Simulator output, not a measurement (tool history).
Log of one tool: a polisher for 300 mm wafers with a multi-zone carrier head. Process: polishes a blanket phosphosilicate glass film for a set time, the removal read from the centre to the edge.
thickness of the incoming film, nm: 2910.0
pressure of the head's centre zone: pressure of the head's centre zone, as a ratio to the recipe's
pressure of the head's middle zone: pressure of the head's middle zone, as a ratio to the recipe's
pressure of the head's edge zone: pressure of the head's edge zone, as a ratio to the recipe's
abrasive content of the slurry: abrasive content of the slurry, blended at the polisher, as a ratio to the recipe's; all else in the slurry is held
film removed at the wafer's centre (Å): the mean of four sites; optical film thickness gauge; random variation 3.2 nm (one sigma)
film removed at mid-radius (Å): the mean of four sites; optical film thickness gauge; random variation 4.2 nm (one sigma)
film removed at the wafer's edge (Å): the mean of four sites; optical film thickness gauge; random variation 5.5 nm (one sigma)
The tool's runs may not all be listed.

| run | day | flow of slurry (ml/min) | pressure of the head's centre zone | pressure of the head's middle zone | pressure of the head's edge zone | abrasive content of the slurry | polishing time (s) | film removed at the wafer's centre (Å) | film removed at mid-radius (Å) | film removed at the wafer's edge (Å) |
|---|---|---|---|---|---|---|---|---|---|---|
| 1 | 0.000 | 210 | 1.00 | 1.00 | 1.00 | 1.00 | 45 | 2740.7 | 2855.0 | 2680.6 |
| 2 | 0.025 | 215 | 1.02 | 0.98 | 1.04 | 1.10 | 46 | 3077.8 | 3034.1 | 3024.6 |
| 3 | 0.333 | 225 | 1.03 | 0.98 | 1.07 | 1.15 | 46 | 3161.1 | 3040.4 | 3136.2 |
| 4 | 0.525 | 225 | 1.03 | 0.90 | 1.07 | 1.15 | 46 | 3228.9 | 2843.0 | 3145.4 |
| 5 | 0.821 | 230 | 1.04 | 0.93 | 1.09 | 1.20 | 46 | 3298.1 | 3023.2 | 3255.0 |
| 6 | 0.971 | 230 | 1.04 | 0.93 | 1.04 | 1.20 | 46 | 3310.1 | 2968.5 | 3283.6 |
| 7 | 1.183 | 240 | 1.06 | 0.96 | 1.05 | 1.25 | 46 | 3517.0 | 3193.1 | 3314.9 |
| 8 | 1.271 | 240 | 1.06 | 0.96 | 1.07 | 1.30 | 46 | 3546.8 | 3279.3 | 3378.6 |
| 9 | 1.379 | 265 | 1.07 | 0.90 | 1.17 | 1.50 | 47 | 3982.3 | 3377.4 | 3900.3 |

Forecast run 10:
| 10 | 1.433 | 265 | 1.07 | 0.91 | 1.17 | 1.50 | 47 | ? | ? | ? |

Run 10 gave film removed at the wafer's centre (Å) 3982.2, film removed at mid-radius (Å) 3386.3, film removed at the wafer's edge (Å) 3985.2.
